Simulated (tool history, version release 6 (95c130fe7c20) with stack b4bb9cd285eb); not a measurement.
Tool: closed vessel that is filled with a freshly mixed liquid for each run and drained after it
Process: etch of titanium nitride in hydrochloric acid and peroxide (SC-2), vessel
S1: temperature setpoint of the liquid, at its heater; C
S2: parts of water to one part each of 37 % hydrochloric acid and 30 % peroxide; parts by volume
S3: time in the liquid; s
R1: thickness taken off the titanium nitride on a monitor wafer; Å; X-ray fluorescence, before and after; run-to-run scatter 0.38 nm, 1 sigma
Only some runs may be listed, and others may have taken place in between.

run 1 hour=0.0 | S1=54.0 S2=5 S3=450 | R1=448.46
run 2 hour=4.8 | S1=54.0 S2=5 S3=450 | R1=446.89
run 3 hour=13.5 | S1=56.0 S2=5 S3=450 | R1=514.27
run 4 hour=22.9 | S1=57.5 S2=5 S3=450 | R1=565.94
run 5 hour=31.7 | S1=59.0 S2=5 S3=450 | R1=620.41
run 6 hour=36.6 | S1=59.0 S2=5 S3=485 | R1=670.51

Expected results for the next run?
run 7 hour=42.6 | S1=60.0 S2=5 S3=485 | R1=?

{"run 7": {"R1": 713.25}}
